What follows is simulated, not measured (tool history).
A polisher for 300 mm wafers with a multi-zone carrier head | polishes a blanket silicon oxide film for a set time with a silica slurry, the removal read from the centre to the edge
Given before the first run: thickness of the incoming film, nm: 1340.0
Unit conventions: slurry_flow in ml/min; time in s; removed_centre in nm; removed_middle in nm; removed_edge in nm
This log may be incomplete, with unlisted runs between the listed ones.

run  hour  slurry_flow  centre_zone  middle_zone  edge_zone  slurry_solids  time  removed_centre  removed_middle  removed_edge
  1   0.0          285         1.00         1.00       1.00           1.00    75          420.00          465.99        466.66
  2   8.1          285         1.00         0.98       0.98           0.90    72          375.66          424.56        419.17
  3  11.9          285         1.00         0.98       0.98           1.10    72          423.31          473.40        467.34
  4  16.2          285         1.07         0.98       0.98           1.10    72          446.40          475.97        462.67
  5  20.8          280         1.07         0.96       0.97           1.00    70          420.95          436.36        435.00
  6  23.2          280         1.13         0.96       0.97           1.00    70          436.60          422.85        431.74
  7  25.1          245         1.03         0.86       0.94           0.75    53          246.79          251.72        262.46

Run 8 is up next; what results do you expect?
  8  30.1          255         1.03         0.86       0.95           0.75    53               ?               ?             ?

removed_centre: 247.95 nm
removed_middle: 249.63 nm
removed_edge: 265.76 nm

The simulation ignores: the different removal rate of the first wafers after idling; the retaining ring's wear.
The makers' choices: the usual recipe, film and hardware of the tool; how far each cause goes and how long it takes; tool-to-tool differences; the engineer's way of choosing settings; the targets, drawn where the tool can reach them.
